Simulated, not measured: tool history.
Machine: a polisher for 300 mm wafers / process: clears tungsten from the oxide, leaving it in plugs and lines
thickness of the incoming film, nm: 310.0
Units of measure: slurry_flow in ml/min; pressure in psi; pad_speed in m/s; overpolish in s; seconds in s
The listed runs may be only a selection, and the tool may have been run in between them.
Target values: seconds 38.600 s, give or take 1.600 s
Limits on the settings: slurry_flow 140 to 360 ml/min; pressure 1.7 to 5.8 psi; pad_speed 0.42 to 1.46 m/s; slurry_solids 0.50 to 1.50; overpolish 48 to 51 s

run 1 hour=0.0 | slurry_flow=230 pressure=3.7 pad_speed=0.94 slurry_solids=1.00 overpolish=48 | seconds=76.973
run 2 hour=1.8 | slurry_flow=230 pressure=4.0 pad_speed=0.96 slurry_solids=1.00 overpolish=48 | seconds=70.201
run 3 hour=4.5 | slurry_flow=230 pressure=4.2 pad_speed=0.98 slurry_solids=1.00 overpolish=48 | seconds=64.425
run 4 hour=7.7 | slurry_flow=230 pressure=4.4 pad_speed=0.98 slurry_solids=1.00 overpolish=48 | seconds=61.475
run 5 hour=11.3 | slurry_flow=230 pressure=4.4 pad_speed=0.98 slurry_solids=1.00 overpolish=51 | seconds=62.046
run 6 hour=19.1 | slurry_flow=230 pressure=4.6 pad_speed=1.00 slurry_solids=1.00 overpolish=51 | seconds=57.064
run 7 hour=20.8 | slurry_flow=230 pressure=4.8 pad_speed=1.00 slurry_solids=1.00 overpolish=51 | seconds=55.870
run 8 hour=27.8 | slurry_flow=230 pressure=4.9 pad_speed=1.02 slurry_solids=1.00 overpolish=51 | seconds=53.622
run 9 hour=35.1 | slurry_flow=230 pressure=5.0 pad_speed=1.04 slurry_solids=1.00 overpolish=51 | seconds=51.696
run 10 hour=41.0 | slurry_flow=230 pressure=5.1 pad_speed=1.06 slurry_solids=1.00 overpolish=51 | seconds=49.268
run 11 hour=43.7 | slurry_flow=230 pressure=5.2 pad_speed=1.08 slurry_solids=1.00 overpolish=51 | seconds=48.360
run 12 hour=49.7 | slurry_flow=230 pressure=5.3 pad_speed=1.10 slurry_solids=1.00 overpolish=51 | seconds=45.733
run 13 hour=50.6 | slurry_flow=230 pressure=5.4 pad_speed=1.10 slurry_solids=1.00 overpolish=51 | seconds=45.948

Exercise: of the 5 proposed moves below, exactly one satisfies all targets within the stated allowed misses. Which move is it?
run A hour=51.5 | slurry_flow=285 pressure=5.4 pad_speed=1.08 slurry_solids=1.15 overpolish=48 | seconds=?
run B hour=51.5 | slurry_flow=220 pressure=5.8 pad_speed=1.20 slurry_solids=1.05 overpolish=49 | seconds=?
run C hour=51.5 | slurry_flow=230 pressure=5.8 pad_speed=1.04 slurry_solids=1.15 overpolish=51 | seconds=?
run D hour=51.5 | slurry_flow=250 pressure=5.5 pad_speed=1.42 slurry_solids=1.05 overpolish=51 | seconds=?
run E hour=51.5 | slurry_flow=215 pressure=5.1 pad_speed=1.08 slurry_solids=0.95 overpolish=50 | seconds=?

move=A seconds=43.716
move=B seconds=38.179
move=C seconds=43.033
move=D seconds=33.743
move=E seconds=48.909
A: gains on the last run, yet a result remains outside its allowed miss
B: every result lands within tolerance
C: gains on the last run, yet a result remains outside its allowed miss
D: takes the result that was furthest off past its target
E: further off than the last run
The move that meets every target is B.
